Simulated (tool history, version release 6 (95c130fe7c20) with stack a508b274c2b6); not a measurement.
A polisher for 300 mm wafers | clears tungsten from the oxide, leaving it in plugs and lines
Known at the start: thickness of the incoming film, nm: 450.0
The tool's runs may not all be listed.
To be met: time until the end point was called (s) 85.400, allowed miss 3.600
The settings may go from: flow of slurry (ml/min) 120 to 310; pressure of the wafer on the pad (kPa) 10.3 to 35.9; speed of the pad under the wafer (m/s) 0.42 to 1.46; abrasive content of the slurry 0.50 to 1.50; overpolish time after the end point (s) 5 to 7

run,day,flow of slurry (ml/min),pressure of the wafer on the pad (kPa),speed of the pad under the wafer (m/s),abrasive content of the slurry,overpolish time after the end point (s),time until the end point was called (s)
1,0.000,200,22.8,0.94,1.00,7,118.370
2,0.146,200,22.8,0.94,1.10,7,116.540
3,0.479,200,22.8,0.94,0.90,7,118.790
4,0.700,230,22.8,0.94,0.90,7,120.720
5,0.958,230,24.1,0.94,0.90,7,110.210
# day 1.112: slurry nozzle cleaned
6,1.112,230,24.8,0.94,0.90,7,106.740
7,1.392,230,24.8,0.94,0.90,7,106.660
8,1.642,230,25.5,0.94,0.90,7,101.890
9,1.825,235,29.6,0.94,0.90,7,89.375

5 next moves are on the table. One of them brings every result within its allowed miss. Which?
A,2.008,250,26.9,0.98,0.85,5,?
B,2.008,215,33.1,0.80,0.80,7,?
C,2.008,210,29.6,0.88,0.85,7,?
D,2.008,225,27.6,0.98,0.95,7,?
E,2.008,260,33.8,0.86,0.85,7,?

move,time until the end point was called (s)
A,95.808
B,98.302
C,98.820
D,92.337
E,86.622
A: further off than the last run
B: further off than the last run
C: further off than the last run
D: further off than the last run
E: meets every target
The right move is E.
